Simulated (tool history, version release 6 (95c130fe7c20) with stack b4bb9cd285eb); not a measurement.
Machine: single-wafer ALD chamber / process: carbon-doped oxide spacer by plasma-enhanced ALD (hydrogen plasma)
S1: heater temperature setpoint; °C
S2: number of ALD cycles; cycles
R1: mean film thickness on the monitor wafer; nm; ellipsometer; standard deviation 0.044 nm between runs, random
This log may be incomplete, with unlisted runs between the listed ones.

run	day	S1	S2	R1
1	0	385	404	18.255
2	0.288	395	404	18.275
3	0.592	391	404	18.152
4	0.767	391	377	17.016
5	0.967	391	358	16.044
6	1.288	391	406	18.248
7	1.462	391	380	17.092

What does the tool deliver on the next run?
8	1.683	391	315	?

R1: 14.183 nm
